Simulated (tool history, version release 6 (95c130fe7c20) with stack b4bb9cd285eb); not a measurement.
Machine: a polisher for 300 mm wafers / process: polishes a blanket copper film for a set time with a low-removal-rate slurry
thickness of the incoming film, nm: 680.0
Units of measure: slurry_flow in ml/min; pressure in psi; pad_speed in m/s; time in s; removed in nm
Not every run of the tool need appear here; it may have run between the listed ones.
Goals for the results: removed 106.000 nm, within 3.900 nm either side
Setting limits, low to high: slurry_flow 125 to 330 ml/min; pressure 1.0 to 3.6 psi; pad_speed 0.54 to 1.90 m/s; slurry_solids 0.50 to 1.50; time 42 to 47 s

run  hour  slurry_flow  pressure  pad_speed  slurry_solids  time  removed
  1   0.0          210       2.3       1.22           1.00    47  161.020
  2   8.7          210       2.3       0.94           1.00    47  123.450
  3  13.3          210       2.3       0.94           1.15    47  128.700
  4  16.9          160       2.3       0.94           1.15    47  123.230
  5  18.7          160       2.3       0.72           1.15    47   94.983
  6  25.9          170       2.3       0.72           1.15    47   97.163
  7  34.2          175       2.3       0.72           1.15    47   97.018
  8  35.1          180       2.3       0.72           1.15    47   95.730
  9  42.7          180       2.4       0.72           1.15    47  100.140
 10  44.3          185       2.4       0.72           1.15    47  100.460

Next run, 4 choices. One meets every target within its allowed miss, the rest don't. Which?
  A  45.9          190       2.6       0.60           1.50    47        ?
  B  45.9          175       2.5       0.64           1.15    46        ?
  C  45.9          125       2.8       0.80           1.20    47        ?
  D  45.9          260       3.1       0.62           1.50    42        ?

move  removed
   A   95.515
   B   90.309
   C  117.550
   D  106.130
A: misses by more than the last run did
B: misses by more than the last run did
C: takes the biggest miss from the last run beyond its target
D: meets every target
Go with D: it meets all targets.
